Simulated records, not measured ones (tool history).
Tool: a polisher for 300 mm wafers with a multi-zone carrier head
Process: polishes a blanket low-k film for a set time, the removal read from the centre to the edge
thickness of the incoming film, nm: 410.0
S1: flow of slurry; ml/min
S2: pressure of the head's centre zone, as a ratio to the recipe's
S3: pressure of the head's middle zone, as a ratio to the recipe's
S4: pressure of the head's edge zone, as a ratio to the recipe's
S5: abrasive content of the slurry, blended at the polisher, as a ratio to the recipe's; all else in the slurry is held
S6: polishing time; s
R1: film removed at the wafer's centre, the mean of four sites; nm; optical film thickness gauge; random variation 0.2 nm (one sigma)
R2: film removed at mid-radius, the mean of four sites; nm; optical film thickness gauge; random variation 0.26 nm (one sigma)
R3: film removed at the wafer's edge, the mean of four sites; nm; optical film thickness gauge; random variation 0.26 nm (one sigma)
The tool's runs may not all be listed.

run	day	S1	S2	S3	S4	S5	S6	R1	R2	R3
1	0.000	235	1.00	1.00	1.00	1.00	52	16.237	16.017	16.250
2	0.154	235	1.00	1.00	0.92	1.00	52	16.249	16.195	15.647
3	0.317	235	0.94	1.00	0.92	1.00	52	14.955	15.698	15.585
4	0.350	235	0.95	0.99	0.95	1.10	52	15.914	16.924	16.733
5	0.679	235	0.97	0.96	0.98	1.15	52	16.418	16.431	17.240
6	0.767	235	0.93	0.96	0.98	1.15	52	15.957	16.469	17.006
7	1.058	235	0.95	0.95	1.01	1.20	52	16.608	16.845	17.437
8	1.204	230	0.95	0.93	1.03	1.25	53	16.812	16.942	18.557

Forecast run 9:
9	1.471	230	0.97	0.93	1.04	1.30	53	?	?	?

Run 9 gave R1 17.580 nm, R2 17.150 nm, R3 18.776 nm.

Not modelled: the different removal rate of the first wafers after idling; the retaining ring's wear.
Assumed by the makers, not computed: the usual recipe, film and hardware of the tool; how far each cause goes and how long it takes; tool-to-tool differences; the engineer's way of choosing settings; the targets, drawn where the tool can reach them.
